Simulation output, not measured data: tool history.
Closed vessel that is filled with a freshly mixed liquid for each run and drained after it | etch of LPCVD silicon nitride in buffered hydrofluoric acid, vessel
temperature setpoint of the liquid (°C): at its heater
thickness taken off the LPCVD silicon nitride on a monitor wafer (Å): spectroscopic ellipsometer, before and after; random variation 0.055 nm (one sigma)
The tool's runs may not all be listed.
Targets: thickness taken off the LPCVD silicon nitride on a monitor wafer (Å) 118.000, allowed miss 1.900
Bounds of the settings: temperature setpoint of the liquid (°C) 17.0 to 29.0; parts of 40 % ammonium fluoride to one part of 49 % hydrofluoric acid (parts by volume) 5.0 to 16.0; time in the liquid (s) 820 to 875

run	day	temperature setpoint of the liquid (°C)	parts of 40 % ammonium fluoride to one part of 49 % hydrofluoric acid (parts by volume)	time in the liquid (s)	thickness taken off the LPCVD silicon nitride on a monitor wafer (Å)
1	0.000	21.0	9.5	820	90.886
2	0.242	22.5	9.5	820	99.967
3	0.275	23.5	9.5	820	105.410
4	0.592	24.0	9.5	820	109.080
5	0.725	24.5	9.5	820	111.720
6	1.004	24.5	12.5	820	87.380
7	1.325	26.0	12.5	820	93.738
8	1.508	27.0	12.5	820	100.190
9	1.629	27.5	12.5	820	101.880

5 next moves are on the table. One of them brings every result within its allowed miss. Which?
A	1.750	27.5	12.0	835	?
B	1.750	27.0	15.0	825	?
C	1.750	29.0	16.0	850	?
D	1.750	25.0	9.0	850	?
E	1.750	29.0	12.0	840	?

move	thickness taken off the LPCVD silicon nitride on a monitor wafer (Å)
A	108.320
B	83.748
C	90.092
D	123.020
E	118.000
A: nearer than the last run, and not there yet
B: further off than the last run
C: further off than the last run
D: takes the result that was furthest off past its target
E: meets every target
Move E is the one to make.
